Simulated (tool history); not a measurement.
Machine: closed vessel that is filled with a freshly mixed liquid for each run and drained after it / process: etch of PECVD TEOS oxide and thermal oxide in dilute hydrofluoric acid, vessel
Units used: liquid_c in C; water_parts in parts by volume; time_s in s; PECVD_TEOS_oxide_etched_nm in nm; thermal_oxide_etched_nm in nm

{"run": 1, "day": 0.0, "liquid_c": 24.0, "water_parts": 65, "time_s": 60, "PECVD_TEOS_oxide_etched_nm": 16.164, "thermal_oxide_etched_nm": 5.0484}
{"run": 2, "day": 0.25, "liquid_c": 25.0, "water_parts": 65, "time_s": 60, "PECVD_TEOS_oxide_etched_nm": 16.726, "thermal_oxide_etched_nm": 5.2406}
{"run": 3, "day": 0.617, "liquid_c": 25.5, "water_parts": 65, "time_s": 60, "PECVD_TEOS_oxide_etched_nm": 17.012, "thermal_oxide_etched_nm": 5.3594}
{"run": 4, "day": 0.767, "liquid_c": 25.5, "water_parts": 85, "time_s": 60, "PECVD_TEOS_oxide_etched_nm": 12.645, "thermal_oxide_etched_nm": 3.995}
{"run": 5, "day": 0.888, "liquid_c": 27.5, "water_parts": 85, "time_s": 60, "PECVD_TEOS_oxide_etched_nm": 13.462, "thermal_oxide_etched_nm": 4.3292}
{"run": 6, "day": 1.108, "liquid_c": 28.5, "water_parts": 80, "time_s": 60, "PECVD_TEOS_oxide_etched_nm": 15.226, "thermal_oxide_etched_nm": 4.7446}
{"run": 7, "day": 1.312, "liquid_c": 29.0, "water_parts": 80, "time_s": 60, "PECVD_TEOS_oxide_etched_nm": 15.659, "thermal_oxide_etched_nm": 4.8507}
{"run": 8, "day": 1.412, "liquid_c": 29.5, "water_parts": 80, "time_s": 60, "PECVD_TEOS_oxide_etched_nm": 15.713, "thermal_oxide_etched_nm": 4.9729}
{"run": 9, "day": 1.708, "liquid_c": 30.0, "water_parts": 80, "time_s": 60, "PECVD_TEOS_oxide_etched_nm": 16.157, "thermal_oxide_etched_nm": 5.0801}
{"run": 10, "day": 1.904, "liquid_c": 30.5, "water_parts": 80, "time_s": 60, "PECVD_TEOS_oxide_etched_nm": 16.428, "thermal_oxide_etched_nm": 5.1845}
{"run": 11, "day": 2.092, "liquid_c": 31.0, "water_parts": 80, "time_s": 60, "PECVD_TEOS_oxide_etched_nm": 16.63, "thermal_oxide_etched_nm": 5.2944}

Expected results for the next run?
{"run": 12, "day": 2.45, "liquid_c": 31.5, "water_parts": 80, "time_s": 60, "PECVD_TEOS_oxide_etched_nm": "?", "thermal_oxide_etched_nm": "?"}

PECVD_TEOS_oxide_etched_nm: 16.974 nm
thermal_oxide_etched_nm: 5.3863 nm

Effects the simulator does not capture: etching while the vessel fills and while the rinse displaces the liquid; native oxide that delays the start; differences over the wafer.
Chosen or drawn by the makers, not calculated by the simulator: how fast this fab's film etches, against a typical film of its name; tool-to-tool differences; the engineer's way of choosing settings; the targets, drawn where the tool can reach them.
